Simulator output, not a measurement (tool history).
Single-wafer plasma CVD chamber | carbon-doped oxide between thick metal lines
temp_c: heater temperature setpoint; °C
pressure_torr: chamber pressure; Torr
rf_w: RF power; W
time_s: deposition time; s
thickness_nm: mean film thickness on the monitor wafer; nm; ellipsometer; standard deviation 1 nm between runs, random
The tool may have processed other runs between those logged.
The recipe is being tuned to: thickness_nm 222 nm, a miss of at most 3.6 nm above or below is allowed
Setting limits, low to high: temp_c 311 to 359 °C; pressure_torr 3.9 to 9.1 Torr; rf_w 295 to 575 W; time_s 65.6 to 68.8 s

| run | hour | temp_c | pressure_torr | rf_w | time_s | thickness_nm |
|---|---|---|---|---|---|---|
| 1 | 0 | 335 | 6.5 | 435 | 68.8 | 297.55 |
| 2 | 2 | 339 | 6.5 | 435 | 68.8 | 296.81 |
| 3 | 4.7 | 339 | 6.5 | 380 | 68.8 | 268.17 |
| 4 | 8.7 | 332 | 6.5 | 380 | 68.8 | 271.83 |
| 5 | 10.6 | 325 | 6.5 | 380 | 68.8 | 278.52 |
| 6 | 14 | 331 | 6 | 355 | 68.6 | 253.79 |
| 7 | 16.2 | 335 | 5.4 | 350 | 68.6 | 241.78 |
| 8 | 17.1 | 339 | 5.1 | 350 | 68.6 | 238.98 |
| 9 | 21.8 | 349 | 4.37 | 320 | 68.4 | 205.87 |
| 10 | 22.8 | 345 | 4.49 | 320 | 68.4 | 208.21 |
| 11 | 24.7 | 333 | 5.46 | 335 | 68.5 | 235.32 |

Consider the 5 candidate settings below. Which is the only one whose results all fall within their allowed miss of target?
| A | 26.6 | 329 | 5.2 | 355 | 66.9 | ? |
| B | 26.6 | 350 | 5.6 | 365 | 68.8 | ? |
| C | 26.6 | 321 | 7.08 | 295 | 68.8 | ? |
| D | 26.6 | 330 | 6.02 | 350 | 68 | ? |
| E | 26.6 | 333 | 4.89 | 330 | 66.9 | ? |

| move | thickness_nm |
|---|---|
| A | 241.2 |
| B | 245.16 |
| C | 230.97 |
| D | 250.31 |
| E | 221.4 |
A: lands further from the targets than the last run did
B: lands further from the targets than the last run did
C: nearer than the last run, and not there yet
D: lands further from the targets than the last run did
E: meets every target
Correct choice: E, which meets every target
